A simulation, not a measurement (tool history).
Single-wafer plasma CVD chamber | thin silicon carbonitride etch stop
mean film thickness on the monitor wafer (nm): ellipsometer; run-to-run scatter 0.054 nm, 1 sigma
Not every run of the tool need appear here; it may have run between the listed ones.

| run | hour | RF power (kW) | deposition time (s) | mean film thickness on the monitor wafer (nm) |
|---|---|---|---|---|
| 1 | 0 | 0.27 | 21.8 | 13.647 |
| 2 | 7.5 | 0.27 | 19.5 | 12.1 |
| 3 | 11.5 | 0.27 | 22.2 | 13.939 |
| 4 | 18.8 | 0.245 | 22.2 | 13.485 |
| 5 | 27.4 | 0.26 | 22.2 | 13.617 |
| 6 | 34.5 | 0.235 | 22.2 | 13.287 |
| 7 | 39.3 | 0.23 | 21.8 | 13.071 |

The next listed run, before its measurement:
| 8 | 41.9 | 0.225 | 21.3 | ? |

{"run 8": {"mean film thickness on the monitor wafer (nm)": 12.629}}

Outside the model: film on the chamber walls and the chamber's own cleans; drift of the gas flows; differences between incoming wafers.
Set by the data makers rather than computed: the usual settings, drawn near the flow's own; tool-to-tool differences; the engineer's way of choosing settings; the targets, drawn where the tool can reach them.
